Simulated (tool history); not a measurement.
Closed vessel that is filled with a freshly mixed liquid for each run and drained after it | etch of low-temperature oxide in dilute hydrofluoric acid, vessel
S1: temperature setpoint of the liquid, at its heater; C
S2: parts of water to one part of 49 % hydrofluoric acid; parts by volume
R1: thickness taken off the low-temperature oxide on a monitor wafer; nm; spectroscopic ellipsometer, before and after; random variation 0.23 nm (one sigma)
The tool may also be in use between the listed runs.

run 1 hour=0 | S1=24 S2=235 time_in_the_liquid_(s)=355 | R1=24.383
run 2 hour=2.2 | S1=24 S2=310 time_in_the_liquid_(s)=355 | R1=17.126
run 3 hour=8.8 | S1=21 S2=310 time_in_the_liquid_(s)=355 | R1=15.406
run 4 hour=16.8 | S1=17.5 S2=310 time_in_the_liquid_(s)=355 | R1=13.462
run 5 hour=22.1 | S1=17.5 S2=265 time_in_the_liquid_(s)=355 | R1=16.297
run 6 hour=29.3 | S1=21.5 S2=255 time_in_the_liquid_(s)=355 | R1=19.832

The next listed run, before its measurement:
run 7 hour=35.3 | S1=24.5 S2=250 time_in_the_liquid_(s)=355 | R1=?

{"run 7": {"R1": 22.788}}
